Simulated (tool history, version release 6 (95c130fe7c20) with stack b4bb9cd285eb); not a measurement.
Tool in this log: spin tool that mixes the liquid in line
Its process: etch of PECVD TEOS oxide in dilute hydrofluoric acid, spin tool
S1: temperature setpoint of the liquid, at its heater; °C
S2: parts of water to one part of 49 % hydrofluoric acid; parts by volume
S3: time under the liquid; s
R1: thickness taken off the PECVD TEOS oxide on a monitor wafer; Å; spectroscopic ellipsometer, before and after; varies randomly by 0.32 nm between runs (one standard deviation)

run 1 hour=0 | S1=21 S2=205 S3=310 | R1=150.22
run 2 hour=6.4 | S1=17.5 S2=205 S3=310 | R1=131.53
run 3 hour=11.2 | S1=19.5 S2=180 S3=310 | R1=163.78
run 4 hour=13 | S1=21 S2=160 S3=310 | R1=201.03
run 5 hour=16.5 | S1=21 S2=160 S3=330 | R1=214.9
run 6 hour=23.3 | S1=21 S2=160 S3=330 | R1=213.38
run 7 hour=25.8 | S1=22.5 S2=145 S3=330 | R1=257.27

For run 8, what comes out?
run 8 hour=32.9 | S1=23.5 S2=135 S3=330 | R1=?

Run 8 gave R1 286.89 Å.

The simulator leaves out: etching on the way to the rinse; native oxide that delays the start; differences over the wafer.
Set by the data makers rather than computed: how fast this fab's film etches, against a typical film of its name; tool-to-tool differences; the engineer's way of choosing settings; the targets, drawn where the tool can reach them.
